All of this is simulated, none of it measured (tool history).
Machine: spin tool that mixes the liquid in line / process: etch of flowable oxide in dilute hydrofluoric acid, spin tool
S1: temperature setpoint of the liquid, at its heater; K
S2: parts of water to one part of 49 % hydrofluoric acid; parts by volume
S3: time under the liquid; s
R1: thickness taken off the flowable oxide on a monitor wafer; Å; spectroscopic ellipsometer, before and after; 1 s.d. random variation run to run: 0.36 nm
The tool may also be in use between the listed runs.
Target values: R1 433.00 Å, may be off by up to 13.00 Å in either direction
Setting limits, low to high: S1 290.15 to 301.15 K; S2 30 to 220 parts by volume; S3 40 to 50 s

Run 1, hour 0.0: S1 293.15 K, S2 125 parts by volume, S3 50 s. Result: R1 113.05 Å.
Run 2, hour 3.1: S1 290.15 K, S2 125 parts by volume, S3 50 s. Result: R1 100.16 Å.
Run 3, hour 5.2: S1 293.15 K, S2 95 parts by volume, S3 50 s. Result: R1 151.33 Å.
Run 4, hour 10.5: S1 293.15 K, S2 95 parts by volume, S3 40 s. Result: R1 123.11 Å.
At hour 18.4: hydrofluoric acid flow meter replaced.
Run 5, hour 18.4: S1 295.65 K, S2 75 parts by volume, S3 45 s. Result: R1 219.30 Å.
Run 6, hour 23.4: S1 297.15 K, S2 70 parts by volume, S3 45 s. Result: R1 250.09 Å.
Run 7, hour 29.7: S1 298.15 K, S2 65 parts by volume, S3 45 s. Result: R1 285.94 Å.
Run 8, hour 36.4: S1 299.15 K, S2 60 parts by volume, S3 45 s. Result: R1 320.84 Å.
Run 9, hour 41.1: S1 301.15 K, S2 35 parts by volume, S3 45 s. Result: R1 619.09 Å.
Run 10, hour 44.8: S1 301.15 K, S2 35 parts by volume, S3 45 s. Result: R1 617.47 Å.
Run 11, hour 47.4: S1 301.15 K, S2 35 parts by volume, S3 45 s. Result: R1 621.20 Å.

Next run, 4 choices. One meets every target within its allowed miss, the rest don't. Which?
Run A, hour 50.0: S1 300.65 K, S2 55 parts by volume, S3 45 s. Result: R1 ?.
Run B, hour 50.0: S1 300.15 K, S2 50 parts by volume, S3 40 s. Result: R1 ?.
Run C, hour 50.0: S1 300.15 K, S2 60 parts by volume, S3 45 s. Result: R1 ?.
Run D, hour 50.0: S1 299.15 K, S2 50 parts by volume, S3 50 s. Result: R1 ?.

move      R1
   A  372.06
   B  359.14
   C  331.96
   D  431.18
A: moves the result that the last run missed by most past its target, out the other side
B: moves the result that the last run missed by most past its target, out the other side
C: moves the result that the last run missed by most past its target, out the other side
D: every result lands within tolerance
The move that meets every target is D.

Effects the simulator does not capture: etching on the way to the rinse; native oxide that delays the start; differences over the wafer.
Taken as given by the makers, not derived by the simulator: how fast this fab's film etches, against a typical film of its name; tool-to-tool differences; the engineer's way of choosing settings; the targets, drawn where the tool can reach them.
